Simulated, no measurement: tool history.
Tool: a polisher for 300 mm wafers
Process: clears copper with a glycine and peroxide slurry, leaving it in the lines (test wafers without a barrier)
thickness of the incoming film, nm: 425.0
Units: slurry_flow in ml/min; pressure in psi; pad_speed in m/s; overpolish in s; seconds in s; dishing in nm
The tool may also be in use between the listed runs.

run 1 day=0.000 | slurry_flow=190 pressure=2.1 pad_speed=0.76 overpolish=15 | seconds=136.500 dishing=26.832
run 2 day=0.133 | slurry_flow=190 pressure=2.3 pad_speed=0.78 overpolish=11 | seconds=125.430 dishing=22.269
run 3 day=0.233 | slurry_flow=195 pressure=2.5 pad_speed=0.78 overpolish=9 | seconds=118.170 dishing=19.358
run 4 day=0.300 | slurry_flow=200 pressure=2.6 pad_speed=0.78 overpolish=8 | seconds=115.030 dishing=17.936
run 5 day=0.362 | slurry_flow=200 pressure=3.0 pad_speed=0.78 overpolish=8 | seconds=102.660 dishing=19.716
run 6 day=0.421 | slurry_flow=200 pressure=3.2 pad_speed=0.78 overpolish=8 | seconds=97.385 dishing=21.130
-- day=0.688 worn pad replaced by a new one
run 7 day=0.688 | slurry_flow=200 pressure=3.1 pad_speed=0.78 overpolish=7 | seconds=92.424 dishing=18.512
run 8 day=1.054 | slurry_flow=200 pressure=3.0 pad_speed=0.78 overpolish=7 | seconds=94.726 dishing=18.617
run 9 day=1.425 | slurry_flow=200 pressure=2.9 pad_speed=0.78 overpolish=7 | seconds=96.920 dishing=18.590
run 10 day=1.767 | slurry_flow=195 pressure=2.8 pad_speed=0.78 overpolish=7 | seconds=100.490 dishing=18.308

Forecast run 11:
run 11 day=1.904 | slurry_flow=200 pressure=2.8 pad_speed=0.78 overpolish=7 | seconds=? dishing=?

{"run 11": {"seconds": 100.26, "dishing": 17.901}}

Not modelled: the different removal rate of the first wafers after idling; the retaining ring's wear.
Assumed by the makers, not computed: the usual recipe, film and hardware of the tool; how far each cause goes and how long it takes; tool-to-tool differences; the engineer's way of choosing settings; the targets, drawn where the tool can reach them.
